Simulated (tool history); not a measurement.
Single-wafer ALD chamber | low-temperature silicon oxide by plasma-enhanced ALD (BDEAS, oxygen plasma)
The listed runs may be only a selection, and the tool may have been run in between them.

run    day  heater temperature setpoint (°C)  number of ALD cycles (cycles)  mean film thickness on the monitor wafer (Å)
  1      0                               110                             63                                        87.932
  2  0.125                               110                             61                                        84.928
  3  0.371                               110                             60                                        83.992
  4  0.675                               110                             52                                         72.91
  5  0.917                               110                             53                                        74.163
  6  1.233                               110                             46                                        64.571
     1.367  -- thermocouple changed; heater temperature recalibrated
  7  1.367                               110                             48                                        67.692

The next listed run, before its measurement:
  8  1.396                               110                             50                                             ?

mean film thickness on the monitor wafer (Å): 70.64
